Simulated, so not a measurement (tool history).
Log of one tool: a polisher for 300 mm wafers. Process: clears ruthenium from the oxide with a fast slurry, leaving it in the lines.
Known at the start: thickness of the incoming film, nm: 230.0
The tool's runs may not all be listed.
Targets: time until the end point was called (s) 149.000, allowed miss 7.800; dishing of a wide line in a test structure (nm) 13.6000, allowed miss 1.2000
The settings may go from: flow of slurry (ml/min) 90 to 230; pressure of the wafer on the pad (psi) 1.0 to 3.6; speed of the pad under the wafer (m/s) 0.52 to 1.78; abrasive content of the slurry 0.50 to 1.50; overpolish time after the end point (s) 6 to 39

run	hour	flow of slurry (ml/min)	pressure of the wafer on the pad (psi)	speed of the pad under the wafer (m/s)	abrasive content of the slurry	overpolish time after the end point (s)	time until the end point was called (s)	dishing of a wide line in a test structure (nm)
1	0.0	150	2.3	1.14	1.00	20	71.706	49.7870
2	4.8	150	2.3	1.14	1.00	16	71.945	44.3090
3	7.0	150	2.3	1.02	1.00	16	81.308	39.1920
4	14.6	150	2.1	1.00	1.00	15	85.474	32.9840
5	18.5	150	2.0	0.96	1.00	15	95.059	30.6190
6	21.0	135	2.0	0.96	1.00	15	97.283	31.7060
7	25.3	135	1.9	0.94	1.00	14	103.740	26.9380
8	31.6	135	1.3	0.92	1.00	7	139.540	9.8248
9	37.5	130	1.3	0.82	1.00	14	160.810	17.8010
10	44.2	140	1.3	0.86	0.95	12	153.690	15.9960
11	49.4	140	1.3	0.88	1.00	11	147.790	15.2450
# hour 58.4: worn pad replaced by a new one
12	58.4	135	1.3	0.88	1.00	10	134.870	15.1670

4 next moves are on the table. One of them brings every result within its allowed miss. Which?
A	67.4	150	1.6	0.70	0.90	10	?	?
B	67.4	140	1.5	0.86	1.05	10	?	?
C	67.4	130	1.2	0.98	1.05	10	?	?
D	67.4	135	1.4	0.90	1.00	10	?	?

move	time until the end point was called (s)	dishing of a wide line in a test structure (nm)
A	150.350	13.7530
B	121.000	16.9420
C	127.800	16.0780
D	126.070	16.2890
A: meets every target
B: further off than the last run
C: further off than the last run
D: further off than the last run
Move A is the one to make.

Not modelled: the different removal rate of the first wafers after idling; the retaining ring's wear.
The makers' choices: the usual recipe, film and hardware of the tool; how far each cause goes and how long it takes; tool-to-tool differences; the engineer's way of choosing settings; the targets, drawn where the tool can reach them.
